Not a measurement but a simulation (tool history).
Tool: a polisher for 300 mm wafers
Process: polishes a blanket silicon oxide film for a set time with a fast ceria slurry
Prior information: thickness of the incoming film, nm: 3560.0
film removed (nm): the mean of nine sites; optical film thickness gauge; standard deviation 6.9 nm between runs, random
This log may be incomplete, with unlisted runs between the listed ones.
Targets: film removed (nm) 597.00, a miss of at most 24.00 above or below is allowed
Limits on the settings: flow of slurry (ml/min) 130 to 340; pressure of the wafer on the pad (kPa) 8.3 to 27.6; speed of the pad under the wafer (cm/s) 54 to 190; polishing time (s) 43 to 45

run  hour  flow of slurry (ml/min)  pressure of the wafer on the pad (kPa)  speed of the pad under the wafer (cm/s)  polishing time (s)  film removed (nm)
  1   0.0                      220                                    17.9                                      122                  43            1017.80
  2   5.0                      220                                    17.9                                      134                  43            1101.70
  3  11.7                      220                                    17.9                                      134                  45            1139.20
  4  13.4                      220                                    17.9                                      134                  43            1067.20
  5  19.0                      190                                    17.9                                      134                  43            1069.00
     22.4  -- head pressure recalibrated
  6  22.4                      190                                    17.9                                      106                  43             790.31
  7  30.7                      190                                    17.9                                      106                  43             796.34
  8  34.0                      180                                    17.2                                      106                  43             755.82
  9  41.5                      175                                    16.5                                      106                  43             731.73

Below are 5 possible settings for the next run. Only one of them brings all results inside the allowed miss of their targets. Which is it?
  A  49.0                      170                                    17.2                                      102                  45                  ?
  B  49.0                      210                                    17.2                                       86                  44                  ?
  C  49.0                      190                                     9.0                                      116                  43                  ?
  D  49.0                      170                                    14.5                                       96                  43                  ?
  E  49.0                      135                                    17.9                                      124                  45                  ?

move  film removed (nm)
   A             764.23
   B             666.67
   C             508.07
   D             602.58
   E             894.43
A: further off than the last run
B: moves toward the targets from the last run without getting all of them in spec
C: moves the result that the last run missed by most past its target, out the other side
D: meets every target
E: further off than the last run
So the answer is move D, the one that meets all the targets.
